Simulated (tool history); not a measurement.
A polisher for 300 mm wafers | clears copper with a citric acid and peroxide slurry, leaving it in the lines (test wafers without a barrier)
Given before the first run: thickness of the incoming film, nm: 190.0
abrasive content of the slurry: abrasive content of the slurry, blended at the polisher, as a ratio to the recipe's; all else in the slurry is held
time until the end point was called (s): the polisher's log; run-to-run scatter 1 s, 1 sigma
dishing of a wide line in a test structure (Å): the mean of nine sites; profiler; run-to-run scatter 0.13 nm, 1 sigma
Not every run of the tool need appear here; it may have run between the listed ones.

run	hour	flow of slurry (ml/min)	pressure of the wafer on the pad (kPa)	speed of the pad under the wafer (m/s)	abrasive content of the slurry	overpolish time after the end point (s)	time until the end point was called (s)	dishing of a wide line in a test structure (Å)
1	0	125	21.4	0.86	1	10	89.474	142.08
2	3.2	125	21.4	0.86	1.1	10	91.906	144.87
3	6.5	125	22.1	0.9	0.95	8	86.147	123.36
4	11.5	125	26.2	0.9	0.95	8	75.101	140.66
5	12.5	125	26.2	1	0.95	8	64.255	152.99
6	13.5	130	23.4	1.1	0.8	7	67.144	136.86
7	15.6	115	22.8	1.16	0.7	6	69.474	117.6
8	17.7	105	23.4	1.22	0.65	5	66.86	104.25
9	19.8	95	24.8	1.26	0.6	4	62.182	91.375
10	23.7	95	24.8	1.26	0.6	4	62.004	92.446
11	27.6	90	26.2	1.26	0.6	4	57.712	93.473

Forecast run 12:
12	32.5	85	26.9	1.26	0.6	4	?	?

For run 12 the tool returned time until the end point was called (s) 58.425, dishing of a wide line in a test structure (Å) 96.213.

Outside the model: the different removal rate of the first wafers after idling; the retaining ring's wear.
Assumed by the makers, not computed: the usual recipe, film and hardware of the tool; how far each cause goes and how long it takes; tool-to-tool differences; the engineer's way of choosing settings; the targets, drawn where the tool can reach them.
